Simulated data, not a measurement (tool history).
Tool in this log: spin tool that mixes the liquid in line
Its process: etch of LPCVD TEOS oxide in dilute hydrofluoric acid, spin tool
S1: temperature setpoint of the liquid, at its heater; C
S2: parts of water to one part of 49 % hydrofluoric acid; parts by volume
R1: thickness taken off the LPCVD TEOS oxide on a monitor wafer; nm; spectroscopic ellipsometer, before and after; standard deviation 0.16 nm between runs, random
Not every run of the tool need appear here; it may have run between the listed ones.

run 1 hour=0 | S1=26 S2=235 time_under_the_liquid_(s)=85 | R1=12.471
run 2 hour=6.6 | S1=26 S2=320 time_under_the_liquid_(s)=85 | R1=8.4535
run 3 hour=8.2 | S1=26 S2=320 time_under_the_liquid_(s)=65 | R1=6.3828
run 4 hour=11.1 | S1=26 S2=320 time_under_the_liquid_(s)=85 | R1=8.4496
run 5 hour=12.5 | S1=27 S2=310 time_under_the_liquid_(s)=85 | R1=9.0106
run 6 hour=17.6 | S1=28 S2=305 time_under_the_liquid_(s)=85 | R1=9.6238
run 7 hour=24.5 | S1=28.5 S2=300 time_under_the_liquid_(s)=85 | R1=10.017

What will run 8 give?
run 8 hour=25.5 | S1=29 S2=295 time_under_the_liquid_(s)=85 | R1=?

R1: 10.498 nm
